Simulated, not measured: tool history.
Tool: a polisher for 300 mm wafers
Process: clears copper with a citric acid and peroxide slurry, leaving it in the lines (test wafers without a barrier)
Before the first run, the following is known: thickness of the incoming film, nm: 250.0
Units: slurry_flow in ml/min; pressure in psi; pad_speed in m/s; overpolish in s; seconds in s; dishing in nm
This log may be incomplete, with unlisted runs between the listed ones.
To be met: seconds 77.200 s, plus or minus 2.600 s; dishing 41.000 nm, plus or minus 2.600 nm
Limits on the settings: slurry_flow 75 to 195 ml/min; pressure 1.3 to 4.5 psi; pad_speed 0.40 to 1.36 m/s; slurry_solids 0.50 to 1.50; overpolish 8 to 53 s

run  hour  slurry_flow  pressure  pad_speed  slurry_solids  overpolish  seconds  dishing
  1   0.0          125       2.9       0.88           1.00          27  124.540   40.520
  2   4.6          125       2.9       0.88           1.20          27  118.970   41.552
  3   8.0          100       2.9       0.88           1.20          27  124.160   40.283
  4  12.9          100       2.9       0.88           1.35          27  121.590   40.152
     14.3  -- slurry blender recalibrated
  5  14.3          100       2.2       0.88           1.35          27  149.490   33.503
  6  21.3          110       2.5       0.88           1.35          25  132.900   34.737
  7  23.7          120       2.7       0.88           1.35          23  120.060   34.637
  8  29.9          130       2.9       0.88           1.35          22  112.380   37.413
  9  31.6          140       3.1       0.88           1.35          20  104.770   37.069
 10  40.0          140       3.1       0.88           1.35          20  103.900   35.114
 11  45.6          145       3.2       0.88           1.35          20   99.304   37.420
 12  49.8          150       3.3       0.88           1.35          19   97.469   36.235
 13  53.1          155       3.4       0.88           1.35          19   94.835   38.518
 14  62.0          160       3.5       0.88           1.35          18   91.210   36.548

Which one of the following 4 next-run settings gets every result inside its allowed miss? There is exactly one.
  A  70.9          165       3.7       0.96           1.50          15        ?        ?
  B  70.9          170       4.3       0.86           1.30          14        ?        ?
  C  70.9          160       4.1       0.90           1.25          17        ?        ?
  D  70.9          185       3.5       0.94           1.40          18        ?        ?

move  seconds  dishing
   A   78.145   36.617
   B   77.690   34.726
   C   79.030   40.749
   D   83.823   40.449
A: brings the result that was furthest off to its target, and leaves another outside
B: brings the result that was furthest off to its target, and leaves another outside
C: all results in spec
D: gains on the last run, yet a result remains outside its allowed miss
C is the move that brings every result within its allowed miss.
